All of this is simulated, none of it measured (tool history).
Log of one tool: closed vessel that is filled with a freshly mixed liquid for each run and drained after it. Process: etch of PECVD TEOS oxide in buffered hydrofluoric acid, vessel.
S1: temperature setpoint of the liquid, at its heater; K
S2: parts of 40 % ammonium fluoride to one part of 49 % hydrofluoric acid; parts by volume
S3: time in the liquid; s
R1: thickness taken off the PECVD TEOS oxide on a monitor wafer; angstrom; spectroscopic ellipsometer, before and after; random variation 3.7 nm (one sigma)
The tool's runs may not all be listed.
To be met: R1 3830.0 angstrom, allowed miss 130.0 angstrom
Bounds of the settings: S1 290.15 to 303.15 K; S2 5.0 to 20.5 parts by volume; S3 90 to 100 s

run  hour      S1    S2  S3      R1
  1   0.0  295.15  12.5  90  1632.0
  2   8.3  295.15  14.0  90  1479.2
  3  15.8  295.15  14.0  90  1443.6
  4  24.6  293.65  14.0  90  1341.1
  5  33.5  293.65  15.5  90  1220.2
  6  40.4  293.65  17.0  90  1102.5
  7  42.4  297.65  13.0  90  1807.0
  8  44.3  298.15  12.5  90  1906.3
  9  48.2  298.15  12.5  90  1908.8
 10  48.9  298.65  12.0  90  2061.3
 11  49.9  299.15  11.5  90  2241.0
     56.1  -- hydrofluoric acid flow meter replaced
 12  56.1  299.15  11.5  90  2359.2
 13  58.7  299.65  11.0  90  2520.5
 14  59.6  300.15  11.0  90  2560.5
 15  64.1  303.15   7.0  90  4648.6
 16  71.8  303.15   7.0  90  4748.1
 17  74.3  302.65   7.0  90  4607.2
 18  83.0  302.15   7.0  90  4420.6
 19  89.6  302.15   7.0  90  4461.2

Which of these 4 next moves meets every target?
  A  96.2  302.15  6.5  100   ?
  B  96.2  301.15  7.0   90   ?
  C  96.2  303.15  6.5  100   ?
  D  96.2  302.15  8.5   95   ?

move      R1
   A  5247.2
   B  4200.7
   C  5530.0
   D  3790.3
A: further off than the last run
B: nearer than the last run, and not there yet
C: further off than the last run
D: meets every target
The right move is D.

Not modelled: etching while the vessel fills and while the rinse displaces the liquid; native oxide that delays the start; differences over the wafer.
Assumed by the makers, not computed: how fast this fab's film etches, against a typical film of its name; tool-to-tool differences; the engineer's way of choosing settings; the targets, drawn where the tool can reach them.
